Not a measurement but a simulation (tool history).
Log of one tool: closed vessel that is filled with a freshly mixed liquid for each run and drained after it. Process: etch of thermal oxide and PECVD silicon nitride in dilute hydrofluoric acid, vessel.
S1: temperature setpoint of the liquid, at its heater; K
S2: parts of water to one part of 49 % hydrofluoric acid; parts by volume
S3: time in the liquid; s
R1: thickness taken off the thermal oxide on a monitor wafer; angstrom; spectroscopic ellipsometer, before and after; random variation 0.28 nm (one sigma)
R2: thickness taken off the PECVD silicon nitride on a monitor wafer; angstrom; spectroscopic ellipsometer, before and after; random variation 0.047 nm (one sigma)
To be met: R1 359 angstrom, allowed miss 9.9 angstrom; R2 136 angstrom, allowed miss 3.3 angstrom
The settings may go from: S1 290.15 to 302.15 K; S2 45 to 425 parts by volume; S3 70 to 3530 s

run  hour      S1   S2    S3      R1      R2
  1     0  294.15  235  1800  288.94  107.27
  2   4.1  294.15  300  1800  210.08  84.804
  3  12.2  294.15  380  1800  156.14  67.417
  4  20.3  297.15  380  1800  172.57  81.348
  5  27.5  297.15  380  2500  240.05  112.23
  6  31.1  296.65  330  2380   266.5  118.99
  7  36.8  296.15  290  2280  300.92  126.05
  8  39.7  295.65  265  2220  324.32   129.9
  9  44.2  295.65  250  2185  343.43  134.76
 10  46.9  295.65  245  2165  349.27  137.06
 11  51.7  295.65  245  2165  346.23   136.6

Which of these 4 next moves meets every target?
  A  56.5  295.65  315  2785   ?   ?
  B  56.5  298.15  265  2030   ?   ?
  C  56.5  294.15  255  2490   ?   ?
  D  56.5  295.15  315  2800   ?   ?

move      R1      R2
   A  324.31  137.73
   B  322.09  138.86
   C  359.03  137.79
   D  320.37  134.26
A: further off than the last run
B: further off than the last run
C: meets every target
D: further off than the last run
Answer: C

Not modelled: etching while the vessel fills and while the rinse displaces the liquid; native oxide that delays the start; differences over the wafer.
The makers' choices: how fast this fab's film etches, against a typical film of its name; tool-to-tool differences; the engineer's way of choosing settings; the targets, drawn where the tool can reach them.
